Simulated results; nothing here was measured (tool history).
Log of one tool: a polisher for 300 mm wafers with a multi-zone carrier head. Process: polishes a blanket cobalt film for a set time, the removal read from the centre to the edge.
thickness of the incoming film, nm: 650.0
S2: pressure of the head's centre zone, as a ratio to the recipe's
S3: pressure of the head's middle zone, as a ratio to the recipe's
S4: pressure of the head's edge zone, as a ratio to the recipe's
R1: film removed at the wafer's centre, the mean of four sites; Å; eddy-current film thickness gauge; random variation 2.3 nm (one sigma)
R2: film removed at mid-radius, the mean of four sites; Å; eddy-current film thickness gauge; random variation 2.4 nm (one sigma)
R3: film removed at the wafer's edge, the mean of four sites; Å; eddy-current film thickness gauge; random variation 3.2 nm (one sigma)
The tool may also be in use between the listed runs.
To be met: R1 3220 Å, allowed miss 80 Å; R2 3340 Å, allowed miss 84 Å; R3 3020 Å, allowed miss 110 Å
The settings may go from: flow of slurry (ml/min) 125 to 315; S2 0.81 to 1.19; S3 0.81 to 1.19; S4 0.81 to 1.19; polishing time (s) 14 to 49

{"run": 1, "day": 0.0, "flow of slurry (ml/min)": 205, "S2": 1, "S3": 1, "S4": 1, "polishing time (s)": 31, "R1": 1815.1, "R2": 1787.9, "R3": 1778.6}
{"run": 2, "day": 0.175, "flow of slurry (ml/min)": 205, "S2": 1, "S3": 1, "S4": 1.04, "polishing time (s)": 31, "R1": 1790.9, "R2": 1791.8, "R3": 1792.4}
{"run": 3, "day": 0.212, "flow of slurry (ml/min)": 175, "S2": 1, "S3": 1, "S4": 1.04, "polishing time (s)": 31, "R1": 1767.6, "R2": 1750.5, "R3": 1766.7}
{"run": 4, "day": 0.446, "flow of slurry (ml/min)": 175, "S2": 1, "S3": 1, "S4": 1.09, "polishing time (s)": 31, "R1": 1760.5, "R2": 1717.9, "R3": 1808.7}
{"run": 5, "day": 0.771, "flow of slurry (ml/min)": 175, "S2": 1, "S3": 1, "S4": 1.09, "polishing time (s)": 26, "R1": 1474.5, "R2": 1449.3, "R3": 1545.5}
{"run": 6, "day": 1.033, "flow of slurry (ml/min)": 175, "S2": 1, "S3": 1, "S4": 1.04, "polishing time (s)": 26, "R1": 1458.7, "R2": 1453.8, "R3": 1468.1}
{"run": 7, "day": 1.321, "flow of slurry (ml/min)": 205, "S2": 1.02, "S3": 1.05, "S4": 1.06, "polishing time (s)": 30, "R1": 1755.5, "R2": 1788.2, "R3": 1806.5}
{"run": 8, "day": 1.617, "flow of slurry (ml/min)": 225, "S2": 1.05, "S3": 1.09, "S4": 1.04, "polishing time (s)": 33, "R1": 2017, "R2": 2025.2, "R3": 1965.9}
{"run": 9, "day": 1.725, "flow of slurry (ml/min)": 225, "S2": 1.05, "S3": 1.09, "S4": 1.04, "polishing time (s)": 33, "R1": 2022.8, "R2": 2032.7, "R3": 1928}
{"run": 10, "day": 1.938, "flow of slurry (ml/min)": 245, "S2": 1.06, "S3": 1.12, "S4": 1.05, "polishing time (s)": 36, "R1": 2224.3, "R2": 2308.9, "R3": 2177.9}
{"run": 11, "day": 2.304, "flow of slurry (ml/min)": 255, "S2": 1.08, "S3": 1.14, "S4": 1.05, "polishing time (s)": 39, "R1": 2424.5, "R2": 2551.5, "R3": 2374.1}
{"run": 12, "day": 2.354, "flow of slurry (ml/min)": 265, "S2": 1.1, "S3": 1.15, "S4": 1.05, "polishing time (s)": 41, "R1": 2612.9, "R2": 2711.1, "R3": 2438.9}
{"run": 13, "day": 2.529, "flow of slurry (ml/min)": 270, "S2": 1.11, "S3": 1.16, "S4": 1.07, "polishing time (s)": 43, "R1": 2784.4, "R2": 2871.3, "R3": 2579.1}
{"run": 14, "day": 2.796, "flow of slurry (ml/min)": 275, "S2": 1.11, "S3": 1.15, "S4": 1.07, "polishing time (s)": 45, "R1": 2868.4, "R2": 2973.7, "R3": 2786.2}

Which of these 5 next moves meets every target?
{"run": "A", "day": 3.062, "flow of slurry (ml/min)": 285, "S2": 0.91, "S3": 1.04, "S4": 1.11, "polishing time (s)": 45, "R1": "?", "R2": "?", "R3": "?"}
{"run": "B", "day": 3.062, "flow of slurry (ml/min)": 270, "S2": 1.14, "S3": 1.14, "S4": 1.07, "polishing time (s)": 44, "R1": "?", "R2": "?", "R3": "?"}
{"run": "C", "day": 3.062, "flow of slurry (ml/min)": 280, "S2": 1.02, "S3": 0.89, "S4": 1.19, "polishing time (s)": 45, "R1": "?", "R2": "?", "R3": "?"}
{"run": "D", "day": 3.062, "flow of slurry (ml/min)": 315, "S2": 0.81, "S3": 1.03, "S4": 1.13, "polishing time (s)": 46, "R1": "?", "R2": "?", "R3": "?"}
{"run": "E", "day": 3.062, "flow of slurry (ml/min)": 295, "S2": 1.11, "S3": 1.17, "S4": 1.09, "polishing time (s)": 49, "R1": "?", "R2": "?", "R3": "?"}

move=A R1=2637.2 R2=2793.6 R3=2791.9
move=B R1=2903 R2=2912.2 R3=2664.7
move=C R1=2795.8 R2=2481.4 R3=2895.1
move=D R1=2568.7 R2=2864.1 R3=2902.5
move=E R1=3217.8 R2=3341.2 R3=3015.8
A: further off than the last run
B: further off than the last run
C: further off than the last run
D: further off than the last run
E: meets every target
The right move is E.

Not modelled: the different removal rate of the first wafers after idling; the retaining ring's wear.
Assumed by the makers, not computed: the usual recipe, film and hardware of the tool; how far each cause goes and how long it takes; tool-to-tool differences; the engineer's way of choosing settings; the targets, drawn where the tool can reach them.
